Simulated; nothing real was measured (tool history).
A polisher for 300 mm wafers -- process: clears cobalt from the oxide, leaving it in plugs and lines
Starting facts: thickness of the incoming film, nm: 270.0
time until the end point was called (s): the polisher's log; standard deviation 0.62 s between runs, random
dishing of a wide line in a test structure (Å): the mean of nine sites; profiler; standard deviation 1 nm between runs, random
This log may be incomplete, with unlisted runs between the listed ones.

| run | hour | flow of slurry (ml/min) | pressure of the wafer on the pad (kPa) | speed of the pad under the wafer (m/s) | overpolish time after the end point (s) | time until the end point was called (s) | dishing of a wide line in a test structure (Å) |
|---|---|---|---|---|---|---|---|
| 1 | 0.0 | 290 | 11.0 | 0.84 | 24 | 82.552 | 412.55 |
| 2 | 1.4 | 290 | 11.0 | 0.84 | 17 | 83.654 | 338.66 |
| 3 | 4.7 | 290 | 12.4 | 0.84 | 18 | 73.325 | 368.59 |
| 4 | 10.9 | 290 | 13.1 | 0.84 | 19 | 68.690 | 393.00 |
| 5 | 15.6 | 290 | 13.1 | 1.02 | 19 | 57.917 | 427.21 |
| 6 | 23.0 | 290 | 13.8 | 1.02 | 20 | 54.916 | 459.37 |
| 7 | 25.0 | 290 | 14.5 | 1.02 | 20 | 52.367 | 446.56 |
| 8 | 32.9 | 290 | 14.5 | 1.02 | 21 | 51.503 | 454.22 |
| 9 | 41.9 | 290 | 14.5 | 1.02 | 22 | 52.505 | 453.63 |

What does the tool deliver on the next run?
| 10 | 50.9 | 290 | 14.5 | 1.02 | 23 | ? | ? |

time until the end point was called (s): 52.693
dishing of a wide line in a test structure (Å): 489.03

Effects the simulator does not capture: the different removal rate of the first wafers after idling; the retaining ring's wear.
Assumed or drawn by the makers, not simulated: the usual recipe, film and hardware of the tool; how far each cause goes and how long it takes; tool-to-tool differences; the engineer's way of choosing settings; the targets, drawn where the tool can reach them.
